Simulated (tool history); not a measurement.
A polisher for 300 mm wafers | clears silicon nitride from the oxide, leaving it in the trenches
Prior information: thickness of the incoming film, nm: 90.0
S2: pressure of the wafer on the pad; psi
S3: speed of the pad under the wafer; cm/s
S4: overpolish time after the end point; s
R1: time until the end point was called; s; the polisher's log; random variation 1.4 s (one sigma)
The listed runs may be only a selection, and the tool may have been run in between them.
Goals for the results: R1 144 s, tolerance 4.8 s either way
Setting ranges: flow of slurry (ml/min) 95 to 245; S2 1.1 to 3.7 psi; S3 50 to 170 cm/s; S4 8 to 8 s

{"run": 1, "hour": 0.0, "flow of slurry (ml/min)": 155, "S2": 2.4, "S3": 110, "S4": 8, "R1": 109.57}
{"run": 2, "hour": 2.1, "flow of slurry (ml/min)": 155, "S2": 2.4, "S3": 110, "S4": 8, "R1": 107.88}
{"run": 3, "hour": 5.9, "flow of slurry (ml/min)": 155, "S2": 2.4, "S3": 122, "S4": 8, "R1": 97.941}
{"run": 4, "hour": 12.1, "flow of slurry (ml/min)": 155, "S2": 2.3, "S3": 122, "S4": 8, "R1": 103.72}
{"run": 5, "hour": 18.8, "flow of slurry (ml/min)": 155, "S2": 2.5, "S3": 122, "S4": 8, "R1": 93.889}
{"run": 6, "hour": 20.3, "flow of slurry (ml/min)": 190, "S2": 2.5, "S3": 122, "S4": 8, "R1": 92.028}
{"run": 7, "hour": 24.4, "flow of slurry (ml/min)": 190, "S2": 2.4, "S3": 122, "S4": 8, "R1": 94.635}
{"run": 8, "hour": 25.5, "flow of slurry (ml/min)": 185, "S2": 2.3, "S3": 122, "S4": 8, "R1": 101.58}
{"run": 9, "hour": 34.4, "flow of slurry (ml/min)": 185, "S2": 2.2, "S3": 122, "S4": 8, "R1": 105.17}
{"run": 10, "hour": 42.1, "flow of slurry (ml/min)": 185, "S2": 2.1, "S3": 122, "S4": 8, "R1": 109.48}
{"run": 11, "hour": 46.7, "flow of slurry (ml/min)": 185, "S2": 2, "S3": 122, "S4": 8, "R1": 116.08}
{"run": 12, "hour": 52.4, "flow of slurry (ml/min)": 185, "S2": 1.9, "S3": 122, "S4": 8, "R1": 119.74}
{"run": 13, "hour": 56.3, "flow of slurry (ml/min)": 185, "S2": 1.8, "S3": 122, "S4": 8, "R1": 127.43}
{"run": 14, "hour": 57.0, "flow of slurry (ml/min)": 180, "S2": 1.7, "S3": 122, "S4": 8, "R1": 133.49}

Of the 4 settings listed for the next run, only one would bring every result within its allowed miss of target. Which one?
{"run": "A", "hour": 57.7, "flow of slurry (ml/min)": 210, "S2": 1.2, "S3": 170, "S4": 8, "R1": "?"}
{"run": "B", "hour": 57.7, "flow of slurry (ml/min)": 190, "S2": 1.8, "S3": 114, "S4": 8, "R1": "?"}
{"run": "C", "hour": 57.7, "flow of slurry (ml/min)": 170, "S2": 1.7, "S3": 128, "S4": 8, "R1": "?"}
{"run": "D", "hour": 57.7, "flow of slurry (ml/min)": 185, "S2": 1.6, "S3": 120, "S4": 8, "R1": "?"}

move=A R1=133.46
move=B R1=135.51
move=C R1=129.59
move=D R1=144.77
A: no better and no worse than the last run
B: an improvement on the last run, though not all results are within tolerance
C: its largest miss is bigger than the last run's
D: in spec on every target
D is the move that brings every result within its allowed miss.
